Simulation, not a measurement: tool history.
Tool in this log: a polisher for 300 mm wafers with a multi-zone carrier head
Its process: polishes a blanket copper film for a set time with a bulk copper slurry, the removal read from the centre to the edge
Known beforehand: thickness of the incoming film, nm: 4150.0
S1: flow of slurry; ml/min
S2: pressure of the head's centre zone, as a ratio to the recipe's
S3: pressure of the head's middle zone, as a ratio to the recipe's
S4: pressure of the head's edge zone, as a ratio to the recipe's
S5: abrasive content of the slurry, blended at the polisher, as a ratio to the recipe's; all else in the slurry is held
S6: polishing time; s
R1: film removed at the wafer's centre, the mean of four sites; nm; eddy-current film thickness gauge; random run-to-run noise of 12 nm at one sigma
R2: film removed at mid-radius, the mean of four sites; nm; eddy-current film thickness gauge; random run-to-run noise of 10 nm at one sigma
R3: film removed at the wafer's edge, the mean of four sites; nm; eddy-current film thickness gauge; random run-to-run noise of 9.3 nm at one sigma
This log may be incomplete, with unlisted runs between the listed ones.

run 1 day=0 | S1=280 S2=1 S3=1 S4=1 S5=1 S6=74 | R1=941.37 R2=1046.1 R3=1021.8
run 2 day=0.196 | S1=315 S2=1 S3=1 S4=1 S5=1 S6=74 | R1=938.86 R2=1044.3 R3=1019.6
run 3 day=0.367 | S1=315 S2=1 S3=1 S4=0.95 S5=1 S6=74 | R1=936.47 R2=1048.5 R3=1009.3
run 4 day=0.638 | S1=315 S2=1.05 S3=1 S4=0.98 S5=1.15 S6=79 | R1=1096.5 R2=1153.9 R3=1133.2
run 5 day=0.762 | S1=315 S2=1.05 S3=1 S4=1.06 S5=1.15 S6=79 | R1=1095.3 R2=1168.3 R3=1192.9
run 6 day=0.925 | S1=315 S2=1.05 S3=1 S4=1.06 S5=1.15 S6=92 | R1=1292.3 R2=1349.5 R3=1374.9
run 7 day=0.95 | S1=320 S2=1.09 S3=1 S4=1.04 S5=1.2 S6=92 | R1=1346.6 R2=1393.8 R3=1378
run 8 day=1.058 | S1=330 S2=1.12 S3=0.98 S4=1.02 S5=1.25 S6=93 | R1=1426.9 R2=1405.1 R3=1402.6
run 9 day=1.4 | S1=340 S2=1.14 S3=0.97 S4=1.01 S5=1.3 S6=93 | R1=1475.5 R2=1389.2 R3=1404.8

For run 10, what comes out?
run 10 day=1.462 | S1=350 S2=1.15 S3=0.97 S4=1.01 S5=1.3 S6=93 | R1=? R2=? R3=?

Run 10 yielded R1 1475.6 nm, R2 1404.2 nm, R3 1429.2 nm.

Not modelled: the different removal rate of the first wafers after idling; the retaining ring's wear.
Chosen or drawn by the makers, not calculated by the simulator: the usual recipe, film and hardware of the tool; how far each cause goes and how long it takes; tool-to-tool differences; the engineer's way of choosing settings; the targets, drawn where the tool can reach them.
